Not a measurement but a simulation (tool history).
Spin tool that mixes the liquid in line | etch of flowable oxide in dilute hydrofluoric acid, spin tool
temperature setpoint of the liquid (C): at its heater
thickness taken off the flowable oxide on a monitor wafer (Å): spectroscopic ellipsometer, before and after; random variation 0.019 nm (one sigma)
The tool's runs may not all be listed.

| run | hour | temperature setpoint of the liquid (C) | parts of water to one part of 49 % hydrofluoric acid (parts by volume) | time under the liquid (s) | thickness taken off the flowable oxide on a monitor wafer (Å) |
|---|---|---|---|---|---|
| 1 | 0 | 22 | 295 | 25 | 24.809 |
| 2 | 4.9 | 23 | 295 | 25 | 25.867 |
| 3 | 7 | 23 | 215 | 25 | 38.082 |
| 4 | 11.7 | 23 | 130 | 25 | 69.574 |
| 5 | 19.9 | 23 | 175 | 25 | 48.993 |
| 6 | 20.8 | 25 | 175 | 25 | 53.184 |

Forecast run 7:
| 7 | 23.6 | 23.5 | 185 | 25 | ? |

Run 7 gave thickness taken off the flowable oxide on a monitor wafer (Å) 46.873.
